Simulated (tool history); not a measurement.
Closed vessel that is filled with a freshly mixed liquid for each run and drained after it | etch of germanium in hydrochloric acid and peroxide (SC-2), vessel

run	hour	temperature setpoint of the liquid (C)	parts of water to one part each of 37 % hydrochloric acid and 30 % peroxide (parts by volume)	time in the liquid (s)	thickness taken off the germanium on a monitor wafer (Å)
1	0.0	49.0	8.5	95	2125.8
2	6.6	49.0	8.5	100	2260.0
3	9.5	51.5	8.5	100	2414.3
4	17.7	51.5	8.5	95	2306.0
5	20.1	53.5	8.5	95	2445.1
# hour 23.4: thermometer replaced
6	23.4	53.5	8.5	95	2338.4

Run 7 comes next. What will it give?
7	28.6	56.5	8.5	95	?

{"run 7": {"thickness taken off the germanium on a monitor wafer (Å)": 2575.4}}
